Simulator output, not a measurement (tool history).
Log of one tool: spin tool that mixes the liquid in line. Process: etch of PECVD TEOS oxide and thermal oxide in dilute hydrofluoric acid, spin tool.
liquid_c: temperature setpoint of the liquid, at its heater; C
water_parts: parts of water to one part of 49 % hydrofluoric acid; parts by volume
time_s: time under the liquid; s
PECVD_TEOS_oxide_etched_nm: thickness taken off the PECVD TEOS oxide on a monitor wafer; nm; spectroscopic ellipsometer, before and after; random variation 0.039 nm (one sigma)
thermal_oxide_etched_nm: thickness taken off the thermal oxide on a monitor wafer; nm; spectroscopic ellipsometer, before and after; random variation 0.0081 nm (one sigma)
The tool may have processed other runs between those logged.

run  hour  liquid_c  water_parts  time_s  PECVD_TEOS_oxide_etched_nm  thermal_oxide_etched_nm
  1   0.0      23.0          255     180                     12.8960                   2.3401
  2   6.2      21.5          285     180                     10.6550                   1.9463
  3  13.4      20.5          310     180                      9.3470                   1.6641
  4  20.3      20.5          310     125                      6.4153                   1.1733
  5  23.8      22.5          310     125                      6.8580                   1.2618
  6  31.3      22.5          245     125                      9.3988                   1.6598

Estimate the outcome of run 7 from the log above:
  7  33.0      21.5          265     125                           ?                        ?

Run 7 yielded PECVD_TEOS_oxide_etched_nm 8.1450 nm, thermal_oxide_etched_nm 1.4623 nm.
